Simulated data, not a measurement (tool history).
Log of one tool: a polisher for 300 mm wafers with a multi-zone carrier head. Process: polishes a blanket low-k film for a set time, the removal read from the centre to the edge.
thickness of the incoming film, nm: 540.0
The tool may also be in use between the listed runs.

run  hour  flow of slurry (ml/min)  pressure of the head's centre zone  pressure of the head's middle zone  pressure of the head's edge zone  abrasive content of the slurry  polishing time (s)  film removed at the wafer's centre (nm)  film removed at mid-radius (nm)  film removed at the wafer's edge (nm)
  1   0.0                      220                                1.00                                1.00                              1.00                            1.00                  54                                   22.973                           23.338                                 23.739
  2   1.1                      220                                1.00                                1.03                              1.00                            1.00                  54                                   23.361                           23.724                                 23.817
  3   3.5                      220                                1.00                                1.07                              1.00                            1.00                  54                                   23.357                           24.754                                 23.610
  4   8.3                      220                                1.00                                1.13                              1.00                            1.00                  54                                   22.854                           25.387                                 22.988
  5  13.2                      225                                1.00                                1.09                              1.05                            1.15                  55                                   24.870                           26.871                                 26.197
  6  16.5                      225                                0.93                                1.09                              1.05                            1.15                  55                                   23.722                           26.768                                 26.473
  7  24.5                      235                                0.96                                1.07                              1.08                            1.25                  56                                   26.097                           28.391                                 28.336
  8  31.6                      235                                0.97                                1.04                              1.10                            1.30                  57                                   27.565                           28.586                                 29.059

Forecast run 9:
  9  36.1                      240                                0.96                                1.02                              1.13                            1.35                  58                                        ?                                ?                                      ?

{"run 9": {"film removed at the wafer's centre (nm)": 27.254, "film removed at mid-radius (nm)": 29.235, "film removed at the wafer's edge (nm)": 30.825}}
